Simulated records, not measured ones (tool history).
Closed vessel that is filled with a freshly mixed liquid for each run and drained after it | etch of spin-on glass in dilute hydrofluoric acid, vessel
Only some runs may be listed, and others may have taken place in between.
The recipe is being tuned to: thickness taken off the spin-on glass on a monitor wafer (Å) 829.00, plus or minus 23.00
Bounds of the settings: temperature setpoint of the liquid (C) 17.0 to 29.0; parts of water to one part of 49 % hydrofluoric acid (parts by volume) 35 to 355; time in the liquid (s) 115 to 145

run	hour	temperature setpoint of the liquid (C)	parts of water to one part of 49 % hydrofluoric acid (parts by volume)	time in the liquid (s)	thickness taken off the spin-on glass on a monitor wafer (Å)
1	0.0	21.0	195	145	214.82
2	8.4	23.0	155	145	308.52
3	14.1	24.5	130	145	397.70
4	22.9	28.0	130	145	458.33
5	26.3	28.0	110	145	548.75
6	34.6	25.0	110	145	491.92
7	41.9	26.0	100	145	576.36
8	47.7	29.0	65	145	1030.90
9	55.0	28.0	65	145	991.30
10	58.3	27.0	65	145	948.06
11	66.5	26.0	65	145	910.05

Next run, 5 choices. One meets every target within its allowed miss, the rest don't. Which?
A	74.7	29.0	85	145	?
B	74.7	28.0	80	145	?
C	74.7	27.5	80	145	?
D	74.7	25.5	70	145	?
E	74.7	26.0	75	145	?

move	thickness taken off the spin-on glass on a monitor wafer (Å)
A	769.04
B	791.72
C	776.46
D	831.16
E	786.08
A: takes the biggest miss from the last run beyond its target
B: takes the biggest miss from the last run beyond its target
C: takes the biggest miss from the last run beyond its target
D: all results in spec
E: takes the biggest miss from the last run beyond its target
So the answer is move D, the one that meets all the targets.

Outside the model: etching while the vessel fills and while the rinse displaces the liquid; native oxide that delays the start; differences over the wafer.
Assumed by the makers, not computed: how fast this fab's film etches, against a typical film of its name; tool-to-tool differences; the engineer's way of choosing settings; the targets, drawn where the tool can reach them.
